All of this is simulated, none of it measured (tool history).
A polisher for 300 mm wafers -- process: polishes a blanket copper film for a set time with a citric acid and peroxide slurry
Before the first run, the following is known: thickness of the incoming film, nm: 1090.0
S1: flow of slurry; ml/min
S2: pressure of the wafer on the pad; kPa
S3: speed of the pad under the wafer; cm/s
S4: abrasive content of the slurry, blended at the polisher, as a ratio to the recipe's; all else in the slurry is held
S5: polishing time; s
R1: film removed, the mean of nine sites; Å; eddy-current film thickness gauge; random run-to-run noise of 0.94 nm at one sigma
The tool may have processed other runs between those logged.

run	hour	S1	S2	S3	S4	S5	R1
1	0.0	210	25.5	106	1.0	57	1467.2
2	7.9	210	25.5	106	0.9	57	1463.3
3	10.5	210	22.8	106	0.9	57	1303.1
4	15.4	240	22.8	106	0.9	57	1327.2
5	19.5	280	22.8	106	0.9	57	1341.1
6	23.9	280	20.7	106	0.9	57	1219.8

Run 7 is up next; what results do you expect?
7	29.9	280	18.6	106	0.9	57	?

{"run 7": {"R1": 1120.2}}

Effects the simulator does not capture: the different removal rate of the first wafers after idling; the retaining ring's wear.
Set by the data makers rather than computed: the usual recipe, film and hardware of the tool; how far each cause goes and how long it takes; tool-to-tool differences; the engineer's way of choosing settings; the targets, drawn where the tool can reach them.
